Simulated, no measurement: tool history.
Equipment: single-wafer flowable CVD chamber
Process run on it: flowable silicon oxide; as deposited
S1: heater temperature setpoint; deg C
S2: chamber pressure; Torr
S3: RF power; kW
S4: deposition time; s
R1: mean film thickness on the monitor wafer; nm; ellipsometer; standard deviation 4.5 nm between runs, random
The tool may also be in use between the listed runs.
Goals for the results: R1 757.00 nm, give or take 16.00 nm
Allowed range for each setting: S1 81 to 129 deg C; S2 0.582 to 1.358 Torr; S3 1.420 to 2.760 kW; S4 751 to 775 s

| run | day | S1 | S2 | S3 | S4 | R1 |
|---|---|---|---|---|---|---|
| 1 | 0.000 | 105 | 0.970 | 2.090 | 751 | 445.54 |
| 2 | 0.125 | 102 | 0.971 | 2.090 | 751 | 497.18 |
| 3 | 0.275 | 100 | 0.971 | 2.090 | 751 | 545.89 |
| 4 | 0.475 | 99 | 0.971 | 2.090 | 751 | 567.68 |
| 5 | 0.512 | 99 | 0.840 | 2.090 | 751 | 489.74 |
| 6 | 0.671 | 97 | 0.840 | 2.090 | 751 | 522.89 |
|  | 0.883 | thermocouple changed; heater temperature recalibrated |
| 7 | 0.883 | 95 | 0.840 | 2.090 | 751 | 622.83 |
| 8 | 1.050 | 94 | 0.840 | 2.090 | 751 | 647.10 |
| 9 | 1.417 | 93 | 0.840 | 2.090 | 751 | 675.34 |
| 10 | 1.767 | 89 | 0.841 | 2.090 | 751 | 775.57 |

Of the 5 settings listed for the next run, only one would bring every result within its allowed miss of target. Which one?
| A | 2.117 | 92 | 0.929 | 1.820 | 751 | ? |
| B | 2.117 | 91 | 0.948 | 1.915 | 751 | ? |
| C | 2.117 | 85 | 0.754 | 2.435 | 753 | ? |
| D | 2.117 | 98 | 1.229 | 2.305 | 751 | ? |
| E | 2.117 | 90 | 0.859 | 2.345 | 766 | ? |

| move | R1 |
|---|---|
| A | 751.66 |
| B | 798.87 |
| C | 809.91 |
| D | 802.61 |
| E | 786.11 |
A: every result lands within tolerance
B: misses by more than the last run did
C: misses by more than the last run did
D: misses by more than the last run did
E: misses by more than the last run did
Go with A: it meets all targets.
